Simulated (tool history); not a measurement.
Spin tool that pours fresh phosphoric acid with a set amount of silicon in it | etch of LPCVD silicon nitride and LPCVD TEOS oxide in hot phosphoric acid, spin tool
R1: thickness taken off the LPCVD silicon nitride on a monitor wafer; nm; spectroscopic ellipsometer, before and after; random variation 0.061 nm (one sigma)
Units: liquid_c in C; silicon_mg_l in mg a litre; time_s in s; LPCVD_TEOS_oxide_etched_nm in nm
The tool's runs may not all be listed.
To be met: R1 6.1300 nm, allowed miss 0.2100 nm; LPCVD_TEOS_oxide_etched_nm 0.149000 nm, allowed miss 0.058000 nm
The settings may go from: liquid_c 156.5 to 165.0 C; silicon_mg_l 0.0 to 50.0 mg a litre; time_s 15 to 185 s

run 1 hour=0.0 | liquid_c=160.0 silicon_mg_l=22.0 time_s=95 | R1=8.3190 LPCVD_TEOS_oxide_etched_nm=0.178420
run 2 hour=3.1 | liquid_c=160.0 silicon_mg_l=26.5 time_s=95 | R1=8.1626 LPCVD_TEOS_oxide_etched_nm=0.229390
run 3 hour=9.5 | liquid_c=160.0 silicon_mg_l=21.5 time_s=95 | R1=8.3314 LPCVD_TEOS_oxide_etched_nm=0.194530
run 4 hour=13.6 | liquid_c=159.0 silicon_mg_l=21.5 time_s=95 | R1=7.8782 LPCVD_TEOS_oxide_etched_nm=0.172160
run 5 hour=17.2 | liquid_c=159.0 silicon_mg_l=31.5 time_s=95 | R1=7.8584 LPCVD_TEOS_oxide_etched_nm=0.144000
run 6 hour=26.0 | liquid_c=159.0 silicon_mg_l=30.0 time_s=90 | R1=7.3077 LPCVD_TEOS_oxide_etched_nm=0.169850
run 7 hour=28.6 | liquid_c=159.0 silicon_mg_l=30.5 time_s=90 | R1=7.5028 LPCVD_TEOS_oxide_etched_nm=0.134700
run 8 hour=33.4 | liquid_c=159.0 silicon_mg_l=28.5 time_s=90 | R1=7.3951 LPCVD_TEOS_oxide_etched_nm=0.157460
run 9 hour=39.7 | liquid_c=159.0 silicon_mg_l=27.5 time_s=90 | R1=7.5163 LPCVD_TEOS_oxide_etched_nm=0.147480
run 10 hour=45.1 | liquid_c=159.0 silicon_mg_l=27.5 time_s=85 | R1=7.0101 LPCVD_TEOS_oxide_etched_nm=0.163180
run 11 hour=50.1 | liquid_c=159.0 silicon_mg_l=27.0 time_s=85 | R1=7.0575 LPCVD_TEOS_oxide_etched_nm=0.175590
run 12 hour=50.8 | liquid_c=157.0 silicon_mg_l=26.0 time_s=75 | R1=5.8457 LPCVD_TEOS_oxide_etched_nm=0.136210

5 next moves are on the table. One of them brings every result within its allowed miss. Which?
run A hour=51.5 | liquid_c=160.5 silicon_mg_l=0.0 time_s=70 | R1=? LPCVD_TEOS_oxide_etched_nm=?
run B hour=51.5 | liquid_c=156.5 silicon_mg_l=36.0 time_s=75 | R1=? LPCVD_TEOS_oxide_etched_nm=?
run C hour=51.5 | liquid_c=160.5 silicon_mg_l=28.5 time_s=70 | R1=? LPCVD_TEOS_oxide_etched_nm=?
run D hour=51.5 | liquid_c=159.0 silicon_mg_l=15.5 time_s=65 | R1=? LPCVD_TEOS_oxide_etched_nm=?
run E hour=51.5 | liquid_c=159.5 silicon_mg_l=1.0 time_s=65 | R1=? LPCVD_TEOS_oxide_etched_nm=?

move=A R1=6.0063 LPCVD_TEOS_oxide_etched_nm=0.241970
move=B R1=5.6211 LPCVD_TEOS_oxide_etched_nm=0.066449
move=C R1=6.0063 LPCVD_TEOS_oxide_etched_nm=0.116580
move=D R1=5.3030 LPCVD_TEOS_oxide_etched_nm=0.144370
move=E R1=5.3931 LPCVD_TEOS_oxide_etched_nm=0.204840
A: brings the result that was furthest off to its target, and leaves another outside
B: further off than the last run
C: meets every target
D: further off than the last run
E: further off than the last run
Answer: C
